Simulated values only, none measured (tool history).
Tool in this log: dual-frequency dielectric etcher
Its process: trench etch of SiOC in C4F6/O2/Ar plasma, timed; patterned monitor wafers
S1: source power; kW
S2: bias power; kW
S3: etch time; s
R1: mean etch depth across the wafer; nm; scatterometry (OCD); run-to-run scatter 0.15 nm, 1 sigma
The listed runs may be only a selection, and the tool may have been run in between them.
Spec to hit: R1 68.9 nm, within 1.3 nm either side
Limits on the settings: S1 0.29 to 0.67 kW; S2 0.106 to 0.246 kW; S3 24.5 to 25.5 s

run,hour,S1,S2,S3,R1
1,0,0.48,0.176,24.5,57.595
2,3.2,0.48,0.176,25.5,60.053
3,8.5,0.48,0.193,25.5,62.208
4,11.3,0.48,0.163,25.5,58.318
5,16.8,0.5,0.165,25.5,59.419
6,23.4,0.42,0.165,25.5,56.098
7,28.7,0.44,0.167,25.5,57.345
8,29.9,0.46,0.17,25.5,58.41
9,37.1,0.56,0.19,25.5,64.864

Exercise: of the 4 proposed moves below, exactly one satisfies all targets within the stated allowed misses. Which move is it?
A,44.3,0.66,0.186,25.5,?
B,44.3,0.57,0.209,25,?
C,44.3,0.59,0.191,25.5,?
D,44.3,0.58,0.181,25.5,?

move,R1
A,68.578
B,66.639
C,66.574
D,64.911
A: all results in spec
B: nearer the targets than the last run, but a result is still out of spec
C: nearer the targets than the last run, but a result is still out of spec
D: neither nearer nor further off than the last run
Answer: A
